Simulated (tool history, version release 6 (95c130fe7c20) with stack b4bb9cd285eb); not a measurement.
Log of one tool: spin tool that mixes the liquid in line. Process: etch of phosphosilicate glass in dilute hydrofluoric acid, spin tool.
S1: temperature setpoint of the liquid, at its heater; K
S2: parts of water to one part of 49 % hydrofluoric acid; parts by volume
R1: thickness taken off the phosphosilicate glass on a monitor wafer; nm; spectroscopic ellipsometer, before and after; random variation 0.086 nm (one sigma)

{"run": 1, "hour": 0.0, "S1": 294.15, "S2": 285, "time under the liquid (s)": 15, "R1": 3.5441}
{"run": 2, "hour": 8.4, "S1": 295.65, "S2": 250, "time under the liquid (s)": 15, "R1": 4.395}
{"run": 3, "hour": 11.6, "S1": 296.65, "S2": 220, "time under the liquid (s)": 15, "R1": 5.4117}
{"run": 4, "hour": 12.5, "S1": 297.65, "S2": 200, "time under the liquid (s)": 15, "R1": 6.2648}
{"run": 5, "hour": 20.8, "S1": 298.65, "S2": 185, "time under the liquid (s)": 15, "R1": 7.21}
{"run": 6, "hour": 28.1, "S1": 300.15, "S2": 185, "time under the liquid (s)": 15, "R1": 7.596}
{"run": 7, "hour": 32.6, "S1": 302.15, "S2": 105, "time under the liquid (s)": 15, "R1": 15.684}
{"run": 8, "hour": 34.6, "S1": 301.15, "S2": 105, "time under the liquid (s)": 15, "R1": 14.884}
{"run": 9, "hour": 42.4, "S1": 297.15, "S2": 110, "time under the liquid (s)": 15, "R1": 12.307}
{"run": 10, "hour": 45.8, "S1": 296.65, "S2": 110, "time under the liquid (s)": 15, "R1": 12.269}
{"run": 11, "hour": 49.4, "S1": 296.15, "S2": 110, "time under the liquid (s)": 15, "R1": 11.928}
{"run": 12, "hour": 52.2, "S1": 295.65, "S2": 110, "time under the liquid (s)": 15, "R1": 11.698}

Run 13 comes next. What will it give?
{"run": 13, "hour": 58.0, "S1": 295.15, "S2": 110, "time under the liquid (s)": 15, "R1": "?"}

R1: 11.5680 nm
